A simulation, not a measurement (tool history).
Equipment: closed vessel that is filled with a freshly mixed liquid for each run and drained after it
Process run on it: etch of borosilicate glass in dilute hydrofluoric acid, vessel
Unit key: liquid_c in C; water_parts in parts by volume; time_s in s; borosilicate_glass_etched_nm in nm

run 1 hour=0.0 | liquid_c=26.0 water_parts=110 time_s=380 | borosilicate_glass_etched_nm=64.798
run 2 hour=0.8 | liquid_c=24.0 water_parts=110 time_s=380 | borosilicate_glass_etched_nm=60.554
run 3 hour=4.4 | liquid_c=24.0 water_parts=110 time_s=405 | borosilicate_glass_etched_nm=63.986
run 4 hour=7.5 | liquid_c=24.0 water_parts=110 time_s=405 | borosilicate_glass_etched_nm=62.728
run 5 hour=13.8 | liquid_c=24.0 water_parts=70 time_s=405 | borosilicate_glass_etched_nm=103.980
run 6 hour=19.6 | liquid_c=23.0 water_parts=75 time_s=405 | borosilicate_glass_etched_nm=93.278
run 7 hour=22.7 | liquid_c=22.5 water_parts=80 time_s=405 | borosilicate_glass_etched_nm=85.888

Estimate the outcome of run 8 from the log above:
run 8 hour=28.9 | liquid_c=22.0 water_parts=85 time_s=405 | borosilicate_glass_etched_nm=?

borosilicate_glass_etched_nm: 77.647 nm
